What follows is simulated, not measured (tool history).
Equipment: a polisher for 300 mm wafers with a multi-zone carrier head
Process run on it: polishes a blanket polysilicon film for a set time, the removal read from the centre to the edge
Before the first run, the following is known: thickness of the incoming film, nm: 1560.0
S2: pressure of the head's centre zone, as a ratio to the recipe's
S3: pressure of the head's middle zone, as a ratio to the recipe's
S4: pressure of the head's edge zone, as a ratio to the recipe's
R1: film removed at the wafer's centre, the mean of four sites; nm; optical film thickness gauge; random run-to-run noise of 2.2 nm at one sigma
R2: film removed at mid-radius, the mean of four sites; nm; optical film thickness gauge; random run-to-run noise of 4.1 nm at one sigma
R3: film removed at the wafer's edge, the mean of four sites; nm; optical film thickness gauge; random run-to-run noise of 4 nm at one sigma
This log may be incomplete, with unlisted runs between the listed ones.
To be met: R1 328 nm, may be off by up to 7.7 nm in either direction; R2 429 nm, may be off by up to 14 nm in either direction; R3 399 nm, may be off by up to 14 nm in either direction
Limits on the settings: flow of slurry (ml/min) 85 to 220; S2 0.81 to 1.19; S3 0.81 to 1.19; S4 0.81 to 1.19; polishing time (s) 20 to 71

run 1 hour=0 | flow_of_slurry_(ml/min)=140 S2=1 S3=1 S4=1 polishing_time_(s)=45 | R1=322.26 R2=315.4 R3=314.02
run 2 hour=7 | flow_of_slurry_(ml/min)=145 S2=0.98 S3=1.02 S4=1.02 polishing_time_(s)=46 | R1=320.44 R2=335.56 R3=325.61
run 3 hour=9.1 | flow_of_slurry_(ml/min)=150 S2=0.97 S3=1.03 S4=1.04 polishing_time_(s)=46 | R1=324.53 R2=339.86 R3=324.49
run 4 hour=11.2 | flow_of_slurry_(ml/min)=150 S2=1.03 S3=1.03 S4=1.04 polishing_time_(s)=46 | R1=340.21 R2=337.63 R3=328.58
run 5 hour=12.7 | flow_of_slurry_(ml/min)=135 S2=1.03 S3=1.03 S4=1.04 polishing_time_(s)=46 | R1=337.33 R2=334.84 R3=320.43
run 6 hour=18.4 | flow_of_slurry_(ml/min)=135 S2=1.03 S3=1.03 S4=1.01 polishing_time_(s)=46 | R1=330.75 R2=332.79 R3=316.29
run 7 hour=19.8 | flow_of_slurry_(ml/min)=140 S2=1 S3=1.04 S4=1.03 polishing_time_(s)=47 | R1=331.98 R2=345.76 R3=327.52
run 8 hour=23.8 | flow_of_slurry_(ml/min)=145 S2=0.97 S3=1.05 S4=1.05 polishing_time_(s)=48 | R1=334.58 R2=361.44 R3=333.32
run 9 hour=25.8 | flow_of_slurry_(ml/min)=150 S2=0.95 S3=1.05 S4=1.07 polishing_time_(s)=49 | R1=339.78 R2=374.52 R3=350.06
run 10 hour=28.1 | flow_of_slurry_(ml/min)=170 S2=0.85 S3=1.14 S4=1.17 polishing_time_(s)=51 | R1=326.29 R2=424.71 R3=382.38

Pick the move, out of 4, that brings all results within their allowed miss; only one does.
run A hour=30.4 | flow_of_slurry_(ml/min)=180 S2=0.89 S3=1.12 S4=1.05 polishing_time_(s)=49 | R1=? R2=? R3=?
run B hour=30.4 | flow_of_slurry_(ml/min)=145 S2=0.84 S3=1.12 S4=1.18 polishing_time_(s)=54 | R1=? R2=? R3=?
run C hour=30.4 | flow_of_slurry_(ml/min)=165 S2=0.84 S3=1.19 S4=1.09 polishing_time_(s)=50 | R1=? R2=? R3=?
run D hour=30.4 | flow_of_slurry_(ml/min)=185 S2=0.83 S3=0.93 S4=1.19 polishing_time_(s)=55 | R1=? R2=? R3=?

move=A R1=330.42 R2=400.6 R3=358.54
move=B R1=327.94 R2=423.76 R3=400.47
move=C R1=312.77 R2=424.25 R3=366.35
move=D R1=346.96 R2=385.97 R3=424.09
A: its largest miss is bigger than the last run's
B: every result lands within tolerance
C: its largest miss is bigger than the last run's
D: carries the result that was furthest off beyond its target, to the other side
Answer: B

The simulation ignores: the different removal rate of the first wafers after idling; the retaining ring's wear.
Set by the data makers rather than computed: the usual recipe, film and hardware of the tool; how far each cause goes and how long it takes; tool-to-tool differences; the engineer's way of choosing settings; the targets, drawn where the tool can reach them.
